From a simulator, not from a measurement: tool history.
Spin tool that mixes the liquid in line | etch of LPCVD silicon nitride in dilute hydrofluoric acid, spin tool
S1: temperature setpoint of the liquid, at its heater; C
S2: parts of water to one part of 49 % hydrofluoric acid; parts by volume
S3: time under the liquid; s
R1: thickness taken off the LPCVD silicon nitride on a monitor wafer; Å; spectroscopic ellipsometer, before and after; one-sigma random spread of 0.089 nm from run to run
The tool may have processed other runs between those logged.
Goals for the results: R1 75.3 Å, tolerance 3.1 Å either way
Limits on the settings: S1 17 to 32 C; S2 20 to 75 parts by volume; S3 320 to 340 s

run	day	S1	S2	S3	R1
1	0	24	45	320	41.969
2	0.133	22	45	320	36.854
3	0.392	24.5	45	320	42.6
4	0.604	26	45	320	48.578
5	0.771	27.5	45	320	50.883
6	0.971	24.5	45	320	43.402
# day 1.046: thermometer replaced
7	1.046	26	45	320	41.844
8	1.321	27	40	320	50.888
9	1.562	28	35	320	62.357

Next run, 4 choices. One meets every target within its allowed miss, the rest don't. Which?
A	1.804	27	25	335	?
B	1.804	26.5	25	340	?
C	1.804	27.5	30	340	?
D	1.804	29.5	30	340	?

move	R1
A	86.224
B	84.627
C	75.85
D	86.55
A: carries the result that was furthest off beyond its target, to the other side
B: carries the result that was furthest off beyond its target, to the other side
C: meets every target
D: carries the result that was furthest off beyond its target, to the other side
So the answer is move C, the one that meets all the targets.
